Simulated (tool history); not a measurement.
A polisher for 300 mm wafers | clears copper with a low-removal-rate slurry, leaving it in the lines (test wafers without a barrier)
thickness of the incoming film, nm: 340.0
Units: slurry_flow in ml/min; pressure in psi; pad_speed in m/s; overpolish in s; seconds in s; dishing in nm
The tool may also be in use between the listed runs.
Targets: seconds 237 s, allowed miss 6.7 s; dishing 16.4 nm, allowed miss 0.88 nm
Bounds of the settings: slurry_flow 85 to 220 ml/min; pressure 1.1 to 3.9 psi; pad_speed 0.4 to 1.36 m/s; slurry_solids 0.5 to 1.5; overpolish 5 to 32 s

run  hour  slurry_flow  pressure  pad_speed  slurry_solids  overpolish  seconds  dishing
  1     0          140       2.5       0.88              1          16   165.28   21.991
  2   7.4          140       2.5       0.88              1          21   166.66   26.538
  3  13.4          135       2.4       0.88              1          20   173.38   24.206
  4  16.2          130       2.3       0.88              1          20   182.01    24.11
  5    24          130       2.2       0.88              1          19   189.87   21.831
  6  24.6          130       2.1       0.88              1          19   198.44   21.861
  7  26.1          130         2       0.88              1          18   211.28   19.778
  8  34.4          125       1.9       0.88              1          17   220.98   18.129
  9  36.8          120       1.9       0.88              1          17   219.04   18.087

4 next moves are on the table. One of them brings every result within its allowed miss. Which?
  A  39.2          160       2.3       0.64           1.05          16        ?        ?
  B  39.2          130       2.1       0.88            1.1          17        ?        ?
  C  39.2          135       1.9       0.84           1.05          22        ?        ?
  D  39.2          120       1.8       0.92           0.95          21        ?        ?

move  seconds  dishing
   A   233.62   15.907
   B   191.33   19.728
   C   221.95   21.456
   D   224.93    20.41
A: meets every target
B: further off than the last run
C: further off than the last run
D: further off than the last run
Move A is the one to make.
